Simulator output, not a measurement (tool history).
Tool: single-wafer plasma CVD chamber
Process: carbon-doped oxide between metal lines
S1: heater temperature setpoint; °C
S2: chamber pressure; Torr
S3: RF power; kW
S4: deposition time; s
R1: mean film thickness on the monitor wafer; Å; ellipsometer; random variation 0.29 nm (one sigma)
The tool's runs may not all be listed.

| run | hour | S1 | S2 | S3 | S4 | R1 |
|---|---|---|---|---|---|---|
| 1 | 0 | 360 | 6.1 | 0.47 | 18.9 | 900.16 |
| 2 | 7.1 | 360 | 6.1 | 0.47 | 19.5 | 932.74 |
| 3 | 12.7 | 360 | 6.77 | 0.47 | 19.5 | 935.41 |
| 4 | 14.9 | 364 | 6.77 | 0.47 | 19.5 | 928.18 |
| 5 | 18.8 | 364 | 7.56 | 0.47 | 19.5 | 924.52 |
| 6 | 27.6 | 366 | 7.56 | 0.445 | 19.5 | 888.15 |
| 7 | 30 | 368 | 7.55 | 0.43 | 19.5 | 849.12 |
| 8 | 35.6 | 368 | 7.55 | 0.43 | 19.5 | 851.49 |

Forecast run 9:
| 9 | 38.4 | 371 | 7.52 | 0.425 | 19.5 | ? |

{"run 9": {"R1": 839.23}}

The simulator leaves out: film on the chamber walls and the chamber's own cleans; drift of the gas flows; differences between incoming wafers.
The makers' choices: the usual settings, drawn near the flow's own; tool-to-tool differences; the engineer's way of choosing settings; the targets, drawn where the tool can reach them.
